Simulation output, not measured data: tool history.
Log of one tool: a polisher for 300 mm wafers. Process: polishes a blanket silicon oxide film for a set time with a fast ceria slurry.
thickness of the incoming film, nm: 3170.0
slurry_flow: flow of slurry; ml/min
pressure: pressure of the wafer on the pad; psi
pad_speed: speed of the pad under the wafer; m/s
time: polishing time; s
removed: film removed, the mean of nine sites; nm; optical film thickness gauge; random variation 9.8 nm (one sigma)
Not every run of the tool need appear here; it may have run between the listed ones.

run 1 hour=0.0 | slurry_flow=235 pressure=2.7 pad_speed=1.02 time=56 | removed=867.78
run 2 hour=5.3 | slurry_flow=235 pressure=2.8 pad_speed=1.02 time=56 | removed=884.42
run 3 hour=14.2 | slurry_flow=255 pressure=2.8 pad_speed=1.02 time=56 | removed=894.23
run 4 hour=18.1 | slurry_flow=255 pressure=2.3 pad_speed=1.02 time=56 | removed=780.97
run 5 hour=22.7 | slurry_flow=255 pressure=2.3 pad_speed=1.02 time=58 | removed=814.12
run 6 hour=28.6 | slurry_flow=255 pressure=2.6 pad_speed=1.02 time=58 | removed=873.54
run 7 hour=32.5 | slurry_flow=255 pressure=2.8 pad_speed=1.02 time=58 | removed=923.89

Forecast run 8:
run 8 hour=39.7 | slurry_flow=255 pressure=2.9 pad_speed=1.02 time=58 | removed=?

removed: 944.70 nm

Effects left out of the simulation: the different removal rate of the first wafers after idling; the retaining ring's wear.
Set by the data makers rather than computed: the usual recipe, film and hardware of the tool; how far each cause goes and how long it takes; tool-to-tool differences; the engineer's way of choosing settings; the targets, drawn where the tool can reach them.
